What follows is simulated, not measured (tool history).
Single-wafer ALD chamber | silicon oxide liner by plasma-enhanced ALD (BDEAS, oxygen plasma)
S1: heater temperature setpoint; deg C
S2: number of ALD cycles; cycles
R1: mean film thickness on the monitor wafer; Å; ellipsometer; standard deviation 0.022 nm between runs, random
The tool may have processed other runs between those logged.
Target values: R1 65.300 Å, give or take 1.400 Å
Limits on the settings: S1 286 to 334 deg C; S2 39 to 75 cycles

{"run": 1, "hour": 0.0, "S1": 310, "S2": 57, "R1": 55.13}
{"run": 2, "hour": 3.3, "S1": 310, "S2": 60, "R1": 57.554}
{"run": 3, "hour": 9.0, "S1": 310, "S2": 63, "R1": 60.724}
{"run": 4, "hour": 12.0, "S1": 310, "S2": 64, "R1": 61.736}
{"run": 5, "hour": 14.6, "S1": 305, "S2": 64, "R1": 62.227}
{"run": 6, "hour": 20.2, "S1": 309, "S2": 64, "R1": 61.909}
{"run": 7, "hour": 21.8, "S1": 309, "S2": 65, "R1": 62.703}
{"run": 8, "hour": 26.3, "S1": 309, "S2": 66, "R1": 63.75}

4 candidate next runs follow, results not yet known. Just one meets every target within its allowed miss. Identify it.
{"run": "A", "hour": 30.8, "S1": 301, "S2": 67, "R1": "?"}
{"run": "B", "hour": 30.8, "S1": 313, "S2": 64, "R1": "?"}
{"run": "C", "hour": 30.8, "S1": 303, "S2": 64, "R1": "?"}
{"run": "D", "hour": 30.8, "S1": 314, "S2": 65, "R1": "?"}

move=A R1=65.135
move=B R1=61.297
move=C R1=62.065
move=D R1=62.177
A: in spec on every target
B: moves away from the targets compared with the last run
C: moves away from the targets compared with the last run
D: moves away from the targets compared with the last run
The move that meets every target is A.

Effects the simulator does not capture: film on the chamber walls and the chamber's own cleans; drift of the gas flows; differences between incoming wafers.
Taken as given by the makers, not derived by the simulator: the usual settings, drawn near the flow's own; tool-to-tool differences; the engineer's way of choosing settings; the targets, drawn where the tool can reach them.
